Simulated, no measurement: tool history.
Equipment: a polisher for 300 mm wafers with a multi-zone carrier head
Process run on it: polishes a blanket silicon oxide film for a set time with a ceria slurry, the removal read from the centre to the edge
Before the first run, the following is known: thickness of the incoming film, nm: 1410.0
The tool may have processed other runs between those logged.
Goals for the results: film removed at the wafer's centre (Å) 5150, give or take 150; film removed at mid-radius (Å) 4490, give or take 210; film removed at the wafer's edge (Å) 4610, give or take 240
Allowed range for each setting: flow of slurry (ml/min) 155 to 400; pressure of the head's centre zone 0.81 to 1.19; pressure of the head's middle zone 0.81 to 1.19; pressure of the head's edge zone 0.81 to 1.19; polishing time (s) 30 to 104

run,hour,flow of slurry (ml/min),pressure of the head's centre zone,pressure of the head's middle zone,pressure of the head's edge zone,polishing time (s),film removed at the wafer's centre (Å),film removed at mid-radius (Å),film removed at the wafer's edge (Å)
1,0,255,1,1,1,67,3207.3,3159.9,3162
2,4.4,255,1,1,0.92,67,3187.1,3206.7,2927.4
3,10.2,255,1,1,0.84,67,3161.1,3103,2907.1
4,11.6,255,1.02,0.99,0.88,73,3515.2,3426.1,3154.9
5,17.7,255,1.02,0.99,0.95,73,3527.1,3449.2,3276.4
6,21,260,1.05,0.98,0.99,77,3829.5,3585.6,3564
7,25.1,265,1.08,0.99,1.02,80,4096,3805.8,3774.9
8,33.3,270,1.1,0.99,1.04,82,4282.6,3902.2,3957.9
9,39.6,275,1.12,1,1.05,84,4469.4,4033.6,3988
10,43.6,275,1.13,1,1.07,86,4660.1,4162.1,4237.4
11,50.1,280,1.14,1.01,1.08,87,4744,4193.7,4238.2

Consider the 4 candidate settings below. Which is the only one whose results all fall within their allowed miss of target?
A,56.6,225,1.03,1.08,1.06,98,?,?,?
B,56.6,320,1.19,0.81,1.19,97,?,?,?
C,56.6,315,1.19,0.93,1.15,87,?,?,?
D,56.6,200,1.16,0.99,1.08,97,?,?,?

move,film removed at the wafer's centre (Å),film removed at mid-radius (Å),film removed at the wafer's edge (Å)
A,4712.4,4830,4667.9
B,5574.1,3897.5,5058.6
C,4995.9,3912.1,4445.1
D,5140.3,4370.7,4616.8
A: moves away from the targets compared with the last run
B: takes the biggest miss from the last run beyond its target
C: no better and no worse than the last run
D: every result within its allowed miss
The move that meets every target is D.
